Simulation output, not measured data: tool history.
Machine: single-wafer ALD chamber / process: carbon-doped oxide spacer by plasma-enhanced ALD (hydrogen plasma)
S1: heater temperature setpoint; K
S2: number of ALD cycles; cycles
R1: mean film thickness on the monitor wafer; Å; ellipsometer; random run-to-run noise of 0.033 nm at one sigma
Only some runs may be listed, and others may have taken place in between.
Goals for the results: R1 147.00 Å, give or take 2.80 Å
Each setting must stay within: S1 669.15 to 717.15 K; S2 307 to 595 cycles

run	day	S1	S2	R1
1	0.000	693.15	451	193.57
2	0.221	689.15	451	195.76
3	0.321	689.15	493	213.93
4	0.579	697.15	493	208.96
5	0.704	697.15	519	220.56
6	0.854	700.15	475	199.92
7	1.008	712.15	403	164.27
8	1.150	713.15	391	157.73
9	1.433	714.15	384	155.40
10	1.704	714.15	378	153.02
11	1.892	714.15	374	151.19

4 next moves are on the table. One of them brings every result within its allowed miss. Which?
A	2.079	690.15	329	?
B	2.079	709.15	356	?
C	2.079	717.15	382	?
D	2.079	717.15	386	?

move	R1
A	141.92
B	145.44
C	152.39
D	153.98
A: carries the result that was furthest off beyond its target, to the other side
B: all results in spec
C: lands further from the targets than the last run did
D: lands further from the targets than the last run did
Answer: B

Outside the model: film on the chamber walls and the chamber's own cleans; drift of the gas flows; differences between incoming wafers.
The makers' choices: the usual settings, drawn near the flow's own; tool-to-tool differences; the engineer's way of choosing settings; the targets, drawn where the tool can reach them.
